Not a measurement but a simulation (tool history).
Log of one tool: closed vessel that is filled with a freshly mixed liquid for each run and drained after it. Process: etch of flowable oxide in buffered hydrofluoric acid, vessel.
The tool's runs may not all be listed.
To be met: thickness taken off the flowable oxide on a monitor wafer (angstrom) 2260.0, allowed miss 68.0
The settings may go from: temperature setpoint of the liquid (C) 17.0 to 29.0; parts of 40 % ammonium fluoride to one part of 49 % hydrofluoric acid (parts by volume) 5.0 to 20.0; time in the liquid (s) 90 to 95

| run | hour | temperature setpoint of the liquid (C) | parts of 40 % ammonium fluoride to one part of 49 % hydrofluoric acid (parts by volume) | time in the liquid (s) | thickness taken off the flowable oxide on a monitor wafer (angstrom) |
|---|---|---|---|---|---|
| 1 | 0.0 | 21.0 | 12.0 | 90 | 1788.8 |
| 2 | 6.6 | 21.0 | 12.0 | 90 | 1816.4 |
| 3 | 10.7 | 21.0 | 12.0 | 90 | 1828.1 |
| 4 | 18.9 | 22.5 | 12.0 | 90 | 1991.3 |
| 5 | 20.7 | 23.0 | 12.0 | 90 | 1991.0 |
| 6 | 27.2 | 23.0 | 9.5 | 90 | 2484.5 |
| 7 | 29.3 | 22.5 | 9.5 | 90 | 2424.0 |
| 8 | 38.5 | 22.0 | 9.5 | 90 | 2358.6 |

Which of these 4 next moves meets every target?
| A | 47.7 | 24.5 | 11.0 | 90 | ? |
| B | 47.7 | 19.0 | 9.5 | 95 | ? |
| C | 47.7 | 21.5 | 9.5 | 95 | ? |
| D | 47.7 | 21.5 | 10.5 | 95 | ? |

| move | thickness taken off the flowable oxide on a monitor wafer (angstrom) |
|---|---|
| A | 2387.4 |
| B | 2106.5 |
| C | 2422.4 |
| D | 2236.5 |
A: further off than the last run
B: takes the result that was furthest off past its target
C: further off than the last run
D: meets every target
The right move is D.
